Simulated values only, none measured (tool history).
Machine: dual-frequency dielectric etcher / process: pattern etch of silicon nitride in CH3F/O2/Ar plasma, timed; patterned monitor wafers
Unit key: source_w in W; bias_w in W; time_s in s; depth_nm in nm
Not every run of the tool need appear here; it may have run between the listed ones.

| run | hour | source_w | bias_w | time_s | depth_nm |
|---|---|---|---|---|---|
| 1 | 0.0 | 330 | 63 | 46 | 28.258 |
| 2 | 0.6 | 270 | 63 | 46 | 25.131 |
| 3 | 6.5 | 310 | 64 | 46 | 27.437 |
| 4 | 15.5 | 330 | 64 | 46 | 28.449 |
| 5 | 23.6 | 350 | 64 | 46 | 29.446 |
| 6 | 25.7 | 370 | 64 | 46 | 30.320 |
| 7 | 27.7 | 380 | 64 | 46 | 30.791 |

Estimate the outcome of run 8 from the log above:
| 8 | 30.3 | 390 | 64 | 46 | ? |

{"run 8": {"depth_nm": 31.259}}
